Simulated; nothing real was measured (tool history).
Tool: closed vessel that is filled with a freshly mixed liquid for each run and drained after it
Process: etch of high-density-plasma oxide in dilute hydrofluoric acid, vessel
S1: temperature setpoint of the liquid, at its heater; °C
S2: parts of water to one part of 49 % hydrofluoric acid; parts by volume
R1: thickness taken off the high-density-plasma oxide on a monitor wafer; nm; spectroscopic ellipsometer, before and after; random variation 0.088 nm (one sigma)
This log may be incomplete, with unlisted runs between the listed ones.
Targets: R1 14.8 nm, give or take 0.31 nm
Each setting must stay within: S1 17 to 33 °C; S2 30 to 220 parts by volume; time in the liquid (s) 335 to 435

{"run": 1, "hour": 0.0, "S1": 25, "S2": 125, "time in the liquid (s)": 435, "R1": 18.443}
{"run": 2, "hour": 8.1, "S1": 24, "S2": 125, "time in the liquid (s)": 435, "R1": 17.806}
{"run": 3, "hour": 17.4, "S1": 23, "S2": 125, "time in the liquid (s)": 435, "R1": 17.109}
{"run": 4, "hour": 25.0, "S1": 23, "S2": 125, "time in the liquid (s)": 435, "R1": 17.26}
{"run": 5, "hour": 31.5, "S1": 23, "S2": 100, "time in the liquid (s)": 435, "R1": 21.965}
{"run": 6, "hour": 37.8, "S1": 22, "S2": 105, "time in the liquid (s)": 435, "R1": 20.18}
{"run": 7, "hour": 40.4, "S1": 21, "S2": 110, "time in the liquid (s)": 435, "R1": 18.23}
{"run": 8, "hour": 43.8, "S1": 20, "S2": 110, "time in the liquid (s)": 435, "R1": 17.653}
{"run": 9, "hour": 52.2, "S1": 19.5, "S2": 110, "time in the liquid (s)": 435, "R1": 17.34}
{"run": 10, "hour": 59.9, "S1": 17, "S2": 120, "time in the liquid (s)": 435, "R1": 14.16}
{"run": 11, "hour": 67.4, "S1": 17.5, "S2": 120, "time in the liquid (s)": 435, "R1": 14.388}

Which one of the following 4 next-run settings gets every result inside its allowed miss? There is exactly one.
{"run": "A", "hour": 74.9, "S1": 19.5, "S2": 115, "time in the liquid (s)": 410, "R1": "?"}
{"run": "B", "hour": 74.9, "S1": 18.5, "S2": 120, "time in the liquid (s)": 425, "R1": "?"}
{"run": "C", "hour": 74.9, "S1": 22.5, "S2": 130, "time in the liquid (s)": 420, "R1": "?"}
{"run": "D", "hour": 74.9, "S1": 17.5, "S2": 110, "time in the liquid (s)": 425, "R1": "?"}

move=A R1=15.437
move=B R1=14.641
move=C R1=15.518
move=D R1=15.484
A: the result that was furthest off in the last run now lies on the other side of its target
B: all results in spec
C: the result that was furthest off in the last run now lies on the other side of its target
D: the result that was furthest off in the last run now lies on the other side of its target
B is the move that brings every result within its allowed miss.
